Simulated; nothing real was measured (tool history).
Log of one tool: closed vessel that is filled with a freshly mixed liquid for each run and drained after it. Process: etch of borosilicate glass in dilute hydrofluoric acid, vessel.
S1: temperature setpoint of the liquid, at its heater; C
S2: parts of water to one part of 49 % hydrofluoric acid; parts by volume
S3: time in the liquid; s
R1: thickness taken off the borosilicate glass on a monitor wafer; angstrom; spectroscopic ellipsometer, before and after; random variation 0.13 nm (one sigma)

run  hour    S1   S2   S3      R1
  1     0    24  245  140  249.54
  2   8.4  22.5  245  140   234.3
  3  11.1    21  265  140  207.44
  4  15.9    21  210  140  271.83
  5  24.4  22.5  210  140  280.28
  6  25.4  22.5  210  110  229.71
  7  30.7    21  240  110  180.06
  8  36.6    20  245  110  170.63
  9  39.7    20  245  110  173.72
 10  45.1    19  250  110  159.08
 11  53.1  18.5  250  110  155.96

Forecast run 12:
     57.1  -- hydrofluoric acid flow meter replaced
 12  57.1  17  265  110   ?

Run 12 gave R1 120.69 angstrom.

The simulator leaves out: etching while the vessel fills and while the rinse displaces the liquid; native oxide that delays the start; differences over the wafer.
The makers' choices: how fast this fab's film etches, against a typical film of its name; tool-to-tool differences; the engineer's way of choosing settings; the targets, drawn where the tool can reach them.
